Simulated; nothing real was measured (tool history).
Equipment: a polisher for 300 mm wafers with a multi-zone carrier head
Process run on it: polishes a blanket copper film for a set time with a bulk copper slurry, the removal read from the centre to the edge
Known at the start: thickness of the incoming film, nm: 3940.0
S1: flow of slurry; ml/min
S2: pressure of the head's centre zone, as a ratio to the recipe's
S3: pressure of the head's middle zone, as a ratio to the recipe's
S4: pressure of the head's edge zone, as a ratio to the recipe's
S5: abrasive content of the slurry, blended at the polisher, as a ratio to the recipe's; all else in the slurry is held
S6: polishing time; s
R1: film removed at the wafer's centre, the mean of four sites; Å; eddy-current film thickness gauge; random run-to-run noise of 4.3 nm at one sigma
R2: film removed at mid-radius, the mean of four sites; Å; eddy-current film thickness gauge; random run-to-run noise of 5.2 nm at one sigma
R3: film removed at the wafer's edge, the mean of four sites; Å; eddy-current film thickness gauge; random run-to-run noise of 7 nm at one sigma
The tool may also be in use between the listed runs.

run  hour   S1    S2    S3    S4    S5  S6      R1      R2      R3
  1   0.0  250  1.00  1.00  1.00  1.00  50  7628.8  7648.9  7588.3
  2   7.4  250  0.99  1.00  0.98  0.95  49  7471.1  7299.0  7279.7
  3  10.3  245  0.97  1.01  0.96  0.90  48  6973.2  7184.0  7133.7
  4  10.9  245  0.97  1.01  0.90  0.90  48  7022.7  7211.5  6821.0
  5  13.5  250  0.97  1.01  0.89  0.85  47  6808.8  6954.0  6755.8
  6  16.0  250  0.90  1.01  0.89  0.85  47  6300.3  6868.6  6715.1
  7  18.6  250  0.91  1.02  0.88  0.80  46  6113.4  6762.5  6311.1
  8  20.4  250  0.91  1.02  0.87  0.75  46  6098.3  6806.5  6358.7
  9  22.8  250  0.97  1.01  0.82  0.55  37  5129.1  5285.4  4766.4
 10  25.7  255  0.97  1.01  0.83  0.55  37  5204.9  5318.2  4765.4
 11  27.8  260  0.97  1.01  0.84  0.55  37  5085.1  5255.3  4858.2
 12  30.7  265  0.97  1.02  0.85  0.55  37  5137.4  5203.9  4824.7
 13  36.0  265  0.97  1.02  0.85  0.60  37  5178.2  5370.5  4879.9

Run 14 has not been measured yet. What should we expect?
 14  42.7  265  0.97  1.02  0.86  0.60  37   ?   ?   ?

R1: 5205.0 Å
R2: 5351.7 Å
R3: 5034.3 Å
